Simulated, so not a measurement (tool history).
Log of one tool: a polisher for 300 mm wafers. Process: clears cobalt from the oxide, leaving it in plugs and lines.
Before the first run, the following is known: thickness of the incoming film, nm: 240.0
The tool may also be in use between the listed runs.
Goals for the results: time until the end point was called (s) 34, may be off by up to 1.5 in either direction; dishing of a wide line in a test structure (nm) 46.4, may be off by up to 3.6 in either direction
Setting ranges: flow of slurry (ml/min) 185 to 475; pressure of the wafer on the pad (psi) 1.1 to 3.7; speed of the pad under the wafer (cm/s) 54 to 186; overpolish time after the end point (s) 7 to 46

run,hour,flow of slurry (ml/min),pressure of the wafer on the pad (psi),speed of the pad under the wafer (cm/s),overpolish time after the end point (s),time until the end point was called (s),dishing of a wide line in a test structure (nm)
1,0,305,2.4,118,24,39.842,44.105
2,8,305,2.4,118,15,40.904,39.892
3,11.6,305,2.4,96,15,49.235,37.067
4,19.8,305,2.4,96,8,50.018,25.605
5,22.7,305,2.5,98,11,48,32.127
6,29.2,305,2.7,98,12,44.784,35.167
7,36.7,305,2.9,98,12,42.003,36.615
8,40.9,305,3,98,13,41.181,38.608
9,41.6,305,3.1,98,13,39.686,37.292
10,48.6,305,3.2,98,14,37.859,38.577
11,53.5,305,3.3,98,15,37.23,42.289

Which single option among these 5 for the next run brings every result within its allowed miss of target? Just one does.
A,58.4,375,3,116,22,?,?
B,58.4,350,3.3,86,22,?,?
C,58.4,300,3.3,96,11,?,?
D,58.4,325,3.3,92,11,?,?
E,58.4,265,3.5,106,11,?,?

move,time until the end point was called (s),dishing of a wide line in a test structure (nm)
A,33.631,43.054
B,41.412,41.7
C,37.751,34.414
D,39.065,33.899
E,33.002,36.35
A: meets every target
B: lands further from the targets than the last run did
C: lands further from the targets than the last run did
D: lands further from the targets than the last run did
E: the worst result of the last run now meets its target, but another is out of spec
The move that meets every target is A.

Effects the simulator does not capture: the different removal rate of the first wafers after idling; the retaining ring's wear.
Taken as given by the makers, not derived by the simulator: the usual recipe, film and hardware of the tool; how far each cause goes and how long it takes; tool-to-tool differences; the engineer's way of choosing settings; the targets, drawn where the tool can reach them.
